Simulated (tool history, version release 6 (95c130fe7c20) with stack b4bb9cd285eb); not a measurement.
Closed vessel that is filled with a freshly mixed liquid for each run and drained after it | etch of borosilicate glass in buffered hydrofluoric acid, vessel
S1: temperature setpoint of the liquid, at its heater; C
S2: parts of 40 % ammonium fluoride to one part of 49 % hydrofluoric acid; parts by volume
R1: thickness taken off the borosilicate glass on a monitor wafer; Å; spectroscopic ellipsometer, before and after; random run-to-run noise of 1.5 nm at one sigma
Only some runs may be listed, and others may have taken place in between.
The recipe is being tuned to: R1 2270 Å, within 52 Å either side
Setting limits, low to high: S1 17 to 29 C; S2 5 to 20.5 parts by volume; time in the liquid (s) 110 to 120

Run 1, day 0: S1 21 C, S2 12.5 parts by volume, time in the liquid (s) 110. Result: R1 841.13 Å.
Run 2, day 0.196: S1 21 C, S2 12.5 parts by volume, time in the liquid (s) 110. Result: R1 834.29 Å.
Run 3, day 0.288: S1 24.5 C, S2 12.5 parts by volume, time in the liquid (s) 110. Result: R1 1015.2 Å.
Run 4, day 0.458: S1 24.5 C, S2 12.5 parts by volume, time in the liquid (s) 120. Result: R1 1106.8 Å.
Run 5, day 0.779: S1 24.5 C, S2 10 parts by volume, time in the liquid (s) 120. Result: R1 1376.9 Å.
Run 6, day 1.004: S1 26.5 C, S2 10 parts by volume, time in the liquid (s) 120. Result: R1 1542.9 Å.
Run 7, day 1.133: S1 27 C, S2 9.5 parts by volume, time in the liquid (s) 120. Result: R1 1671.5 Å.
Run 8, day 1.275: S1 27.5 C, S2 9 parts by volume, time in the liquid (s) 120. Result: R1 1808.6 Å.
Run 9, day 1.312: S1 28 C, S2 8.5 parts by volume, time in the liquid (s) 120. Result: R1 1927.8 Å.
Run 10, day 1.567: S1 28.5 C, S2 7.5 parts by volume, time in the liquid (s) 120. Result: R1 2210.5 Å.
At day 1.621: hydrofluoric acid flow meter replaced.
Run 11, day 1.621: S1 29 C, S2 7.5 parts by volume, time in the liquid (s) 120. Result: R1 2548.7 Å.
Run 12, day 1.667: S1 27.5 C, S2 7.5 parts by volume, time in the liquid (s) 120. Result: R1 2335.2 Å.

Of the 5 settings listed for the next run, only one would bring every result within its allowed miss of target. Which one?
Run A, day 1.712: S1 28.5 C, S2 7.5 parts by volume, time in the liquid (s) 110. Result: R1 ?.
Run B, day 1.712: S1 28 C, S2 7.5 parts by volume, time in the liquid (s) 120. Result: R1 ?.
Run C, day 1.712: S1 27.5 C, S2 7 parts by volume, time in the liquid (s) 115. Result: R1 ?.
Run D, day 1.712: S1 27 C, S2 7 parts by volume, time in the liquid (s) 120. Result: R1 ?.
Run E, day 1.712: S1 27.5 C, S2 7 parts by volume, time in the liquid (s) 120. Result: R1 ?.

move      R1
   A  2254.3
   B  2396.2
   C  2413.8
   D  2453.9
   E  2518.7
A: all results land within tolerance of their targets
B: lands further from the targets than the last run did
C: lands further from the targets than the last run did
D: lands further from the targets than the last run did
E: lands further from the targets than the last run did
Move A is the one to make.
